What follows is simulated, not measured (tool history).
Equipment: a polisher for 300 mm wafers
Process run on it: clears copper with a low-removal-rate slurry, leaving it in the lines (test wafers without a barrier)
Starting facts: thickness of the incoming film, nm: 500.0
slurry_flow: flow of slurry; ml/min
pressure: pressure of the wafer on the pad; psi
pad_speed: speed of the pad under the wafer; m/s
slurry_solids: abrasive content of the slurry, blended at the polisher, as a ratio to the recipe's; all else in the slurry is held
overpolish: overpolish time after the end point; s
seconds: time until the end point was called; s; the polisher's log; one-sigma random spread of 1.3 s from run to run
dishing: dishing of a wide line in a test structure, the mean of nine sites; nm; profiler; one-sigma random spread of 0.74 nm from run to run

run 1 hour=0 | slurry_flow=255 pressure=4.2 pad_speed=1.2 slurry_solids=1 overpolish=17 | seconds=89.452 dishing=50.784
run 2 hour=2.4 | slurry_flow=255 pressure=4.1 pad_speed=1.2 slurry_solids=1 overpolish=13 | seconds=91.064 dishing=42.186
run 3 hour=10 | slurry_flow=255 pressure=4.1 pad_speed=0.94 slurry_solids=1 overpolish=13 | seconds=115.07 dishing=35.974
run 4 hour=16.8 | slurry_flow=255 pressure=4.3 pad_speed=0.94 slurry_solids=1 overpolish=11 | seconds=111.46 dishing=30.665
run 5 hour=20.2 | slurry_flow=255 pressure=4.3 pad_speed=1.1 slurry_solids=1 overpolish=11 | seconds=95.961 dishing=34.475
run 6 hour=26.1 | slurry_flow=255 pressure=4.3 pad_speed=1.1 slurry_solids=1 overpolish=10 | seconds=97.352 dishing=35.311
run 7 hour=29 | slurry_flow=255 pressure=4.4 pad_speed=1.1 slurry_solids=1 overpolish=5 | seconds=95.957 dishing=19.388

The next listed run, before its measurement:
run 8 hour=35.3 | slurry_flow=255 pressure=4.4 pad_speed=1.1 slurry_solids=1 overpolish=7 | seconds=? dishing=?

seconds: 95.268 s
dishing: 25.596 nm

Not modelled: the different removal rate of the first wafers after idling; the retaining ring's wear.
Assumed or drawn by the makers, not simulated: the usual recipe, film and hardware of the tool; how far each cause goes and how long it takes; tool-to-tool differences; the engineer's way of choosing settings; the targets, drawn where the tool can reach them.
